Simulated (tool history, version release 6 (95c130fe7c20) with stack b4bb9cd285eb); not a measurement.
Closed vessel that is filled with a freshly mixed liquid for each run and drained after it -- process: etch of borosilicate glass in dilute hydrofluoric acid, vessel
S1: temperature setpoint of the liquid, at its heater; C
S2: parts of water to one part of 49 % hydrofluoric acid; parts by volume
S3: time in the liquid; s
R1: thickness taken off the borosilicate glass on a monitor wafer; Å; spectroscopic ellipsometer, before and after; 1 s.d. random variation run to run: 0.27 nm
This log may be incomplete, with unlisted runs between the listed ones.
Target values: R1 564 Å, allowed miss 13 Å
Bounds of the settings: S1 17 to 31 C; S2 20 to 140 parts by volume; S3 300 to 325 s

run  hour    S1  S2   S3      R1
  1     0    23  75  300  866.17
  2   2.4  21.5  80  300  755.45
  3   4.4    20  80  300  707.37
  4   5.7  23.5  80  300   821.6
  5   7.8  21.5  80  300  753.14
  6  14.4    20  80  300  710.15
  7  22.8    19  80  300  685.83
  8  30.4  18.5  80  300  661.44
  9  33.7    18  80  300  658.39
 10  34.6    17  90  300  549.23

Which of these 4 next moves meets every target?
  A  35.5    17  100  315   ?
  B  35.5  20.5  100  300   ?
  C  35.5    17   85  310   ?
  D  35.5    17   95  310   ?

move      R1
   A  510.74
   B  562.54
   C  600.74
   D  531.86
A: misses by more than the last run did
B: meets every target
C: pushes the last run's worst result past its target
D: misses by more than the last run did
B is the move that brings every result within its allowed miss.
